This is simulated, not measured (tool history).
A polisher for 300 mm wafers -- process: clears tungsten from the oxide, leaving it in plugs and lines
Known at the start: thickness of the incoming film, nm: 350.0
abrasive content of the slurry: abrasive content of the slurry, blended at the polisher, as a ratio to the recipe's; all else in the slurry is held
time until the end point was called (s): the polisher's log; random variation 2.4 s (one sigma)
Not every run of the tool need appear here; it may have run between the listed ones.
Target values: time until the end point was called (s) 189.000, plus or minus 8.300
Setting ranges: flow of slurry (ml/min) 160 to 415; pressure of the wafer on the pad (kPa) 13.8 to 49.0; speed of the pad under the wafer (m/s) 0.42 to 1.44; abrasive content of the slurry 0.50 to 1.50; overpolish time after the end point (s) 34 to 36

| run | hour | flow of slurry (ml/min) | pressure of the wafer on the pad (kPa) | speed of the pad under the wafer (m/s) | abrasive content of the slurry | overpolish time after the end point (s) | time until the end point was called (s) |
|---|---|---|---|---|---|---|---|
| 1 | 0.0 | 265 | 31.0 | 0.92 | 1.00 | 34 | 72.342 |
| 2 | 4.6 | 265 | 31.0 | 0.92 | 1.00 | 34 | 71.631 |
| 3 | 8.0 | 265 | 28.3 | 0.86 | 1.00 | 34 | 84.287 |
| 4 | 11.3 | 265 | 25.5 | 0.86 | 1.00 | 34 | 94.786 |
| 5 | 12.4 | 265 | 32.4 | 0.86 | 1.00 | 34 | 73.441 |
| 6 | 15.0 | 265 | 29.6 | 0.82 | 1.00 | 34 | 82.536 |
| 7 | 20.3 | 265 | 29.6 | 0.82 | 1.00 | 34 | 84.800 |
| 8 | 26.8 | 265 | 27.6 | 0.78 | 1.00 | 34 | 94.842 |
| 9 | 35.6 | 265 | 25.5 | 0.76 | 1.00 | 34 | 105.720 |
| 10 | 41.5 | 265 | 24.1 | 0.74 | 1.00 | 34 | 112.870 |
|  | 49.9 | head pressure recalibrated |
| 11 | 49.9 | 260 | 15.2 | 0.54 | 0.95 | 34 | 216.640 |
| 12 | 50.6 | 260 | 19.3 | 0.54 | 0.95 | 34 | 175.540 |

Exactly one of the 5 candidate moves below puts every result within its allowed miss. Which one?
| A | 51.3 | 250 | 20.7 | 0.42 | 0.85 | 34 | ? |
| B | 51.3 | 175 | 21.4 | 0.44 | 0.75 | 34 | ? |
| C | 51.3 | 280 | 18.6 | 0.50 | 0.95 | 34 | ? |
| D | 51.3 | 265 | 22.1 | 0.42 | 0.75 | 34 | ? |
| E | 51.3 | 300 | 20.0 | 0.44 | 0.75 | 35 | ? |

| move | time until the end point was called (s) |
|---|---|
| A | 209.760 |
| B | 210.420 |
| C | 189.610 |
| D | 201.410 |
| E | 209.200 |
A: takes the biggest miss from the last run beyond its target
B: takes the biggest miss from the last run beyond its target
C: all results in spec
D: takes the biggest miss from the last run beyond its target
E: takes the biggest miss from the last run beyond its target
Correct choice: C, which meets every target

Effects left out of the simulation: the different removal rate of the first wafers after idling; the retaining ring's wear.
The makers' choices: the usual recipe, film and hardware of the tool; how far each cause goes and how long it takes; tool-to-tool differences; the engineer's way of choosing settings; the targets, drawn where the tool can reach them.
